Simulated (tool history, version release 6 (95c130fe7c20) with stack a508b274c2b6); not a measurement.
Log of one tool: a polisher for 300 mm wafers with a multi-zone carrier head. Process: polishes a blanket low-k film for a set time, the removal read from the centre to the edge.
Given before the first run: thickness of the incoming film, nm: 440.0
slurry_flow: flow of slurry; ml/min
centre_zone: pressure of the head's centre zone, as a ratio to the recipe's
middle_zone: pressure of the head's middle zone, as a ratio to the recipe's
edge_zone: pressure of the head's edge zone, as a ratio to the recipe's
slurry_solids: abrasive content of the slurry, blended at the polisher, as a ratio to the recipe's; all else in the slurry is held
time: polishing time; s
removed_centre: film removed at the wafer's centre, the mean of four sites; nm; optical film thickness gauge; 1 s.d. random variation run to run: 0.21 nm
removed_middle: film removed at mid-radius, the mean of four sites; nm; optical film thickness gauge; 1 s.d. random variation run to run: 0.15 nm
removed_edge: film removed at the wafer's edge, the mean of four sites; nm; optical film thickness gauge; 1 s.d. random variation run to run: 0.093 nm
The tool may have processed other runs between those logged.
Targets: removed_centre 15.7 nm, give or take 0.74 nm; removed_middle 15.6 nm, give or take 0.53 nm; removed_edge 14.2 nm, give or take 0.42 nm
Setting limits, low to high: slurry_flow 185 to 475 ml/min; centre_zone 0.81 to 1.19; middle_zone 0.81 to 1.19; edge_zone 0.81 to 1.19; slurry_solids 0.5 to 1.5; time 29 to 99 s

{"run": 1, "hour": 0.0, "slurry_flow": 305, "centre_zone": 1, "middle_zone": 1, "edge_zone": 1, "slurry_solids": 1, "time": 64, "removed_centre": 19.425, "removed_middle": 19.053, "removed_edge": 19.338}
{"run": 2, "hour": 5.8, "slurry_flow": 275, "centre_zone": 1, "middle_zone": 1, "edge_zone": 1, "slurry_solids": 1, "time": 64, "removed_centre": 18.611, "removed_middle": 18.662, "removed_edge": 19.257}
{"run": 3, "hour": 6.6, "slurry_flow": 300, "centre_zone": 1, "middle_zone": 1.01, "edge_zone": 0.96, "slurry_solids": 0.85, "time": 64, "removed_centre": 18.142, "removed_middle": 17.938, "removed_edge": 18.036}
{"run": 4, "hour": 11.4, "slurry_flow": 315, "centre_zone": 1.01, "middle_zone": 1.03, "edge_zone": 0.93, "slurry_solids": 0.75, "time": 62, "removed_centre": 16.784, "removed_middle": 16.748, "removed_edge": 16.223}
{"run": 5, "hour": 13.1, "slurry_flow": 315, "centre_zone": 1.01, "middle_zone": 1.03, "edge_zone": 0.93, "slurry_solids": 0.95, "time": 62, "removed_centre": 18.454, "removed_middle": 18.562, "removed_edge": 17.757}
{"run": 6, "hour": 20.1, "slurry_flow": 315, "centre_zone": 1.01, "middle_zone": 1.03, "edge_zone": 0.93, "slurry_solids": 0.95, "time": 49, "removed_centre": 14.385, "removed_middle": 14.508, "removed_edge": 14.06}
{"run": 7, "hour": 24.0, "slurry_flow": 330, "centre_zone": 1.02, "middle_zone": 1.04, "edge_zone": 0.93, "slurry_solids": 0.95, "time": 49, "removed_centre": 14.98, "removed_middle": 15.072, "removed_edge": 14.188}
{"run": 8, "hour": 25.4, "slurry_flow": 365, "centre_zone": 1.04, "middle_zone": 1.05, "edge_zone": 0.91, "slurry_solids": 0.95, "time": 49, "removed_centre": 15.317, "removed_middle": 14.982, "removed_edge": 14.1}

4 next moves are on the table. One of them brings every result within its allowed miss. Which?
{"run": "A", "hour": 26.8, "slurry_flow": 360, "centre_zone": 0.98, "middle_zone": 1.1, "edge_zone": 0.98, "slurry_solids": 0.85, "time": 51, "removed_centre": "?", "removed_middle": "?", "removed_edge": "?"}
{"run": "B", "hour": 26.8, "slurry_flow": 375, "centre_zone": 1.05, "middle_zone": 1.08, "edge_zone": 0.89, "slurry_solids": 0.9, "time": 51, "removed_centre": "?", "removed_middle": "?", "removed_edge": "?"}
{"run": "C", "hour": 26.8, "slurry_flow": 370, "centre_zone": 1.11, "middle_zone": 1.07, "edge_zone": 0.93, "slurry_solids": 1.1, "time": 45, "removed_centre": "?", "removed_middle": "?", "removed_edge": "?"}
{"run": "D", "hour": 26.8, "slurry_flow": 395, "centre_zone": 1.05, "middle_zone": 1.01, "edge_zone": 0.95, "slurry_solids": 1.1, "time": 45, "removed_centre": "?", "removed_middle": "?", "removed_edge": "?"}

move=A removed_centre=14.43 removed_middle=15.571 removed_edge=14.519
move=B removed_centre=15.843 removed_middle=15.723 removed_edge=14.238
move=C removed_centre=15.924 removed_middle=14.842 removed_edge=13.825
move=D removed_centre=15.135 removed_middle=14.219 removed_edge=14.017
A: corrects the largest miss of the last run, while another result sits out of spec
B: all results land within tolerance of their targets
C: its largest miss is bigger than the last run's
D: its largest miss is bigger than the last run's
Go with B: it meets all targets.
